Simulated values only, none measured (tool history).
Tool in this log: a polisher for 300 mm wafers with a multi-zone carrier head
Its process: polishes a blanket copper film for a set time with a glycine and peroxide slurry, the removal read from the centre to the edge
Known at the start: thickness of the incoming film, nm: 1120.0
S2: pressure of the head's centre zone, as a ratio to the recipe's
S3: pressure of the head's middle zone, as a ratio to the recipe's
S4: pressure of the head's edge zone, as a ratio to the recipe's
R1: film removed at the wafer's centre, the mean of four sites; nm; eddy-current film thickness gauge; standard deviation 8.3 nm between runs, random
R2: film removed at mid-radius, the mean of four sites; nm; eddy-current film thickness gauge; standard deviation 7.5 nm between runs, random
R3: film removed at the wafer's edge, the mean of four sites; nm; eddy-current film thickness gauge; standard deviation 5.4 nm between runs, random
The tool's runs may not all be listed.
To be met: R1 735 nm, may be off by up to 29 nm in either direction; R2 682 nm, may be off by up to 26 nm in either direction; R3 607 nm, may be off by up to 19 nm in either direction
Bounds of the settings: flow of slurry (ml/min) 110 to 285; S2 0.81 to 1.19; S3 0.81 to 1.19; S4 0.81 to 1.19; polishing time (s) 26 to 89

Run 1, hour 0: flow of slurry (ml/min) 180, S2 1, S3 1, S4 1, polishing time (s) 57. Result: R1 494.6 nm, R2 482.91 nm, R3 479.7 nm.
Run 2, hour 6.6: flow of slurry (ml/min) 180, S2 1, S3 1, S4 0.93, polishing time (s) 57. Result: R1 487.24 nm, R2 484.54 nm, R3 466.35 nm.
Run 3, hour 7.1: flow of slurry (ml/min) 190, S2 1.02, S3 1.02, S4 0.95, polishing time (s) 59. Result: R1 529.28 nm, R2 522.56 nm, R3 498.48 nm.
Run 4, hour 9.7: flow of slurry (ml/min) 160, S2 1.02, S3 1.02, S4 0.95, polishing time (s) 59. Result: R1 518.96 nm, R2 501.28 nm, R3 484.15 nm.
Run 5, hour 12.5: flow of slurry (ml/min) 160, S2 0.97, S3 1.02, S4 0.95, polishing time (s) 59. Result: R1 489.38 nm, R2 499.45 nm, R3 481.7 nm.
Run 6, hour 16.6: flow of slurry (ml/min) 170, S2 1, S3 1.04, S4 0.97, polishing time (s) 60. Result: R1 510.9 nm, R2 522.69 nm, R3 498.47 nm.
Run 7, hour 23: flow of slurry (ml/min) 180, S2 1.03, S3 1.05, S4 0.97, polishing time (s) 61. Result: R1 549.69 nm, R2 551.25 nm, R3 513.05 nm.
Run 8, hour 31.1: flow of slurry (ml/min) 190, S2 1.05, S3 1.06, S4 0.99, polishing time (s) 62. Result: R1 562.74 nm, R2 547.76 nm, R3 537.58 nm.
Run 9, hour 37.6: flow of slurry (ml/min) 195, S2 1.07, S3 1.07, S4 0.97, polishing time (s) 63. Result: R1 595.51 nm, R2 573.07 nm, R3 535.64 nm.
Run 10, hour 40.2: flow of slurry (ml/min) 200, S2 1.09, S3 1.09, S4 0.98, polishing time (s) 64. Result: R1 627.63 nm, R2 585.33 nm, R3 541.14 nm.
Run 11, hour 46.7: flow of slurry (ml/min) 205, S2 1.1, S3 1.1, S4 0.99, polishing time (s) 65. Result: R1 629.47 nm, R2 604.45 nm, R3 551.72 nm.
Run 12, hour 52.9: flow of slurry (ml/min) 210, S2 1.11, S3 1.11, S4 0.99, polishing time (s) 66. Result: R1 655.84 nm, R2 618.73 nm, R3 563.31 nm.
Run 13, hour 58.3: flow of slurry (ml/min) 215, S2 1.12, S3 1.12, S4 0.99, polishing time (s) 67. Result: R1 663.74 nm, R2 637.24 nm, R3 574.73 nm.
Run 14, hour 64.8: flow of slurry (ml/min) 220, S2 1.13, S3 1.12, S4 0.99, polishing time (s) 67. Result: R1 684.41 nm, R2 653.62 nm, R3 569.06 nm.
Run 15, hour 71.1: flow of slurry (ml/min) 225, S2 1.13, S3 1.12, S4 1, polishing time (s) 67. Result: R1 688.94 nm, R2 641.18 nm, R3 580.84 nm.
Run 16, hour 73.7: flow of slurry (ml/min) 230, S2 1.13, S3 1.12, S4 1, polishing time (s) 67. Result: R1 691.12 nm, R2 657.79 nm, R3 586.43 nm.
Run 17, hour 82.5: flow of slurry (ml/min) 235, S2 1.13, S3 1.12, S4 1, polishing time (s) 67. Result: R1 698.88 nm, R2 644.1 nm, R3 596.05 nm.

Of the 4 settings listed for the next run, only one would bring every result within its allowed miss of target. Which one?
Run A, hour 91.3: flow of slurry (ml/min) 260, S2 1.14, S3 1.13, S4 0.96, polishing time (s) 69. Result: R1 ?, R2 ?, R3 ?.
Run B, hour 91.3: flow of slurry (ml/min) 195, S2 1.19, S3 1.03, S4 1.1, polishing time (s) 68. Result: R1 ?, R2 ?, R3 ?.
Run C, hour 91.3: flow of slurry (ml/min) 165, S2 1.17, S3 1, S4 1.01, polishing time (s) 72. Result: R1 ?, R2 ?, R3 ?.
Run D, hour 91.3: flow of slurry (ml/min) 205, S2 1.03, S3 1.14, S4 0.98, polishing time (s) 71. Result: R1 ?, R2 ?, R3 ?.

move      R1      R2      R3
   A  725.39     674  605.14
   B  713.49  589.71  608.95
   C  718.54  591.31  611.75
   D  651.87  677.42  612.36
A: all results land within tolerance of their targets
B: lands further from the targets than the last run did
C: lands further from the targets than the last run did
D: the furthest-off result lands on target, but another misses its tolerance
Correct choice: A, which meets every target

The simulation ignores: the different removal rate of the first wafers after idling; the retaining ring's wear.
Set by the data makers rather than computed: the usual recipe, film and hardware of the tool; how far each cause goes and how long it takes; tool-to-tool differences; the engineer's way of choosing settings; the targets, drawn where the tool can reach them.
